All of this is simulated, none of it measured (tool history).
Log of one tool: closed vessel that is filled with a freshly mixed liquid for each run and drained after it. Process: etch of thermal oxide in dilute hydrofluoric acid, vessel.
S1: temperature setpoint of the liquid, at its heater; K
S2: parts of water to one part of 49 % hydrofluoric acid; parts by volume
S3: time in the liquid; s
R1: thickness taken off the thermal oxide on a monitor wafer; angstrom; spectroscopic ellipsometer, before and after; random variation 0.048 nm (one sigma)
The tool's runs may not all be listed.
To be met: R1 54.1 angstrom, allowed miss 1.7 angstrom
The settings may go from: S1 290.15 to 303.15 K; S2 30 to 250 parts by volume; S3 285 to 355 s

run 1 hour=0 | S1=295.15 S2=140 S3=355 | R1=95.31
run 2 hour=6.9 | S1=293.65 S2=155 S3=355 | R1=81.31
run 3 hour=14.6 | S1=292.65 S2=170 S3=355 | R1=69.739
run 4 hour=20.3 | S1=292.15 S2=175 S3=355 | R1=66.749
run 5 hour=29.2 | S1=290.65 S2=175 S3=355 | R1=61.19
run 6 hour=35.4 | S1=290.65 S2=150 S3=355 | R1=73.889
run 7 hour=42.2 | S1=290.65 S2=165 S3=355 | R1=66.782
run 8 hour=45.5 | S1=290.65 S2=175 S3=355 | R1=60.985

4 next moves are on the table. One of them brings every result within its allowed miss. Which?
run A hour=48.8 | S1=291.15 S2=190 S3=335 | R1=?
run B hour=48.8 | S1=293.15 S2=170 S3=285 | R1=?
run C hour=48.8 | S1=290.15 S2=180 S3=310 | R1=?
run D hour=48.8 | S1=290.15 S2=180 S3=300 | R1=?

move=A R1=54.803
move=B R1=57.509
move=C R1=51.919
move=D R1=50.244
A: meets every target
B: nearer than the last run, and not there yet
C: takes the result that was furthest off past its target
D: takes the result that was furthest off past its target
Answer: A

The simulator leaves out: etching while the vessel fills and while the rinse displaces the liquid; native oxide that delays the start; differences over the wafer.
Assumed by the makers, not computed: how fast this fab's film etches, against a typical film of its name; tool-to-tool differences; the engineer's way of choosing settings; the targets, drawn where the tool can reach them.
